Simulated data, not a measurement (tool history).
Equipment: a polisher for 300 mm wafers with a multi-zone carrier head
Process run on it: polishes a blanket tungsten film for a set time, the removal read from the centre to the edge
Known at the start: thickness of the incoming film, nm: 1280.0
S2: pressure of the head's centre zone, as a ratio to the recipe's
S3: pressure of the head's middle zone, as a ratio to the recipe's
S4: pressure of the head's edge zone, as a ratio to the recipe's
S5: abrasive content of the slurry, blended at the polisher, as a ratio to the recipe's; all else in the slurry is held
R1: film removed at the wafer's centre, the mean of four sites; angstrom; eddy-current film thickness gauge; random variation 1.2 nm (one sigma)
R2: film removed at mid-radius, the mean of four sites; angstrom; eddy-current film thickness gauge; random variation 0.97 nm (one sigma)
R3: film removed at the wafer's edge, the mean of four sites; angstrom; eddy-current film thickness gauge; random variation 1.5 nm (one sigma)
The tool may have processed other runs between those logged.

{"run": 1, "hour": 0.0, "flow of slurry (ml/min)": 220, "S2": 1.0, "S3": 1.0, "S4": 1.0, "S5": 1.0, "polishing time (s)": 39, "R1": 1373.4, "R2": 1354.0, "R3": 1379.2}
{"run": 2, "hour": 4.2, "flow of slurry (ml/min)": 220, "S2": 1.0, "S3": 1.07, "S4": 1.0, "S5": 1.0, "polishing time (s)": 39, "R1": 1401.4, "R2": 1425.6, "R3": 1336.7}
{"run": 3, "hour": 5.5, "flow of slurry (ml/min)": 210, "S2": 0.96, "S3": 1.04, "S4": 0.98, "S5": 0.9, "polishing time (s)": 39, "R1": 1302.3, "R2": 1342.8, "R3": 1313.3}
{"run": 4, "hour": 11.8, "flow of slurry (ml/min)": 205, "S2": 0.92, "S3": 1.03, "S4": 0.96, "S5": 0.85, "polishing time (s)": 39, "R1": 1221.6, "R2": 1307.9, "R3": 1304.7}
{"run": 5, "hour": 12.4, "flow of slurry (ml/min)": 200, "S2": 0.9, "S3": 1.02, "S4": 0.94, "S5": 0.8, "polishing time (s)": 39, "R1": 1149.6, "R2": 1265.9, "R3": 1226.9}
{"run": 6, "hour": 18.1, "flow of slurry (ml/min)": 190, "S2": 0.89, "S3": 1.0, "S4": 0.94, "S5": 0.8, "polishing time (s)": 39, "R1": 1147.3, "R2": 1230.9, "R3": 1223.0}

Run 7 comes next. What will it give?
{"run": 7, "hour": 26.2, "flow of slurry (ml/min)": 180, "S2": 0.87, "S3": 0.99, "S4": 0.94, "S5": 0.8, "polishing time (s)": 39, "R1": "?", "R2": "?", "R3": "?"}

Run 7 produced R1 1106.3 angstrom, R2 1215.6 angstrom, R3 1234.9 angstrom.
